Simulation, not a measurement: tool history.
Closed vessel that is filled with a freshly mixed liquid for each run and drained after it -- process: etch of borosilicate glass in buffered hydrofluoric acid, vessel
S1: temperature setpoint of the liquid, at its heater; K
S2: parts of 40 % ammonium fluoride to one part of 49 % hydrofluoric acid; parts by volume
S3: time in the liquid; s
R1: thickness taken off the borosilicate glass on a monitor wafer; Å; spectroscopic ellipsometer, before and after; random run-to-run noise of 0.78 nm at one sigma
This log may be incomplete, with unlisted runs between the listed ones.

run,hour,S1,S2,S3,R1
1,0,297.15,19,105,702.71
2,8.3,297.15,14,105,962.79
3,14.8,297.15,14,105,948.09
4,16.4,297.15,19,105,699.76
5,17,297.15,24.5,105,565.74
6,20.4,294.65,24.5,105,492

Run 7, settings as shown, results not yet in. Your forecast:
7,23.5,297.15,22,105,?

R1: 605.97 Å
